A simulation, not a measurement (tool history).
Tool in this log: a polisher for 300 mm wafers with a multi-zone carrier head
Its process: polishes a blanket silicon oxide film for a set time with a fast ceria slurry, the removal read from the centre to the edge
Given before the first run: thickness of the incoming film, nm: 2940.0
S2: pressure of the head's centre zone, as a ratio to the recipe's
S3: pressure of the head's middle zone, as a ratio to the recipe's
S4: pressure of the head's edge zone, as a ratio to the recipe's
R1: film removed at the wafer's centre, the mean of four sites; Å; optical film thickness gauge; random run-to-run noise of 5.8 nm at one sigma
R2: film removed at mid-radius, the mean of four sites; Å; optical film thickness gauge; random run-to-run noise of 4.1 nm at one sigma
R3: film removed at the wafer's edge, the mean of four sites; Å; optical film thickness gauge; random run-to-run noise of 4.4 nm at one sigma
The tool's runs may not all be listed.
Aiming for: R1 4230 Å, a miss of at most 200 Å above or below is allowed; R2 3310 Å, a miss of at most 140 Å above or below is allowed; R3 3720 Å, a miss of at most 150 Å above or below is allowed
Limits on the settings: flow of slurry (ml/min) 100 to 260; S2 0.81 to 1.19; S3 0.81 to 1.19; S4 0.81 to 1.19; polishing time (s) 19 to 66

Run 1, day 0: flow of slurry (ml/min) 165, S2 1, S3 1, S4 1, polishing time (s) 42. Result: R1 4203 Å, R2 4392 Å, R3 4295.3 Å.
Run 2, day 0.262: flow of slurry (ml/min) 160, S2 1.02, S3 0.96, S4 0.99, polishing time (s) 41. Result: R1 4304 Å, R2 3924.1 Å, R3 4159.6 Å.
Run 3, day 0.483: flow of slurry (ml/min) 160, S2 1.02, S3 0.96, S4 0.99, polishing time (s) 48. Result: R1 4940.9 Å, R2 4678.7 Å, R3 4996.1 Å.
Run 4, day 0.504: flow of slurry (ml/min) 160, S2 1.02, S3 0.95, S4 0.97, polishing time (s) 46. Result: R1 4681.2 Å, R2 4382 Å, R3 4700 Å.
Run 5, day 0.679: flow of slurry (ml/min) 135, S2 1.02, S3 0.95, S4 0.97, polishing time (s) 46. Result: R1 4677.6 Å, R2 4290.9 Å, R3 4574.7 Å.
Run 6, day 0.992: flow of slurry (ml/min) 130, S2 1.02, S3 0.94, S4 0.95, polishing time (s) 45. Result: R1 4581.9 Å, R2 4124.4 Å, R3 4373.8 Å.
Run 7, day 1.346: flow of slurry (ml/min) 125, S2 1.02, S3 0.92, S4 0.93, polishing time (s) 44. Result: R1 4253.4 Å, R2 4018.2 Å, R3 4293.3 Å.
Run 8, day 1.425: flow of slurry (ml/min) 120, S2 1.04, S3 0.91, S4 0.93, polishing time (s) 43. Result: R1 4309.7 Å, R2 3817.1 Å, R3 4138.2 Å.
Run 9, day 1.667: flow of slurry (ml/min) 120, S2 1.05, S3 0.9, S4 0.92, polishing time (s) 42. Result: R1 4191.8 Å, R2 3761.2 Å, R3 4026.1 Å.
Run 10, day 1.746: flow of slurry (ml/min) 115, S2 1.07, S3 0.89, S4 0.92, polishing time (s) 41. Result: R1 4276.9 Å, R2 3513.2 Å, R3 3976.2 Å.

Consider the 4 candidate settings below. Which is the only one whose results all fall within their allowed miss of target?
Run A, day 1.825: flow of slurry (ml/min) 115, S2 1.12, S3 0.87, S4 0.87, polishing time (s) 40. Result: R1 ?, R2 ?, R3 ?.
Run B, day 1.825: flow of slurry (ml/min) 130, S2 1.05, S3 0.85, S4 0.94, polishing time (s) 42. Result: R1 ?, R2 ?, R3 ?.
Run C, day 1.825: flow of slurry (ml/min) 130, S2 1.15, S3 0.96, S4 0.86, polishing time (s) 41. Result: R1 ?, R2 ?, R3 ?.
Run D, day 1.825: flow of slurry (ml/min) 120, S2 1.05, S3 0.87, S4 0.93, polishing time (s) 44. Result: R1 ?, R2 ?, R3 ?.

move      R1      R2      R3
   A  4275.8  3317.7  3707.6
   B  4349.1  3519.5  4101.7
   C  4656.4  3799.4  3855.6
   D  4460.9  3689.2  4221.5
A: every result lands within tolerance
B: moves away from the targets compared with the last run
C: meets the target for the result that was furthest off, but another lies outside its allowed miss
D: moves away from the targets compared with the last run
Move A is the one to make.
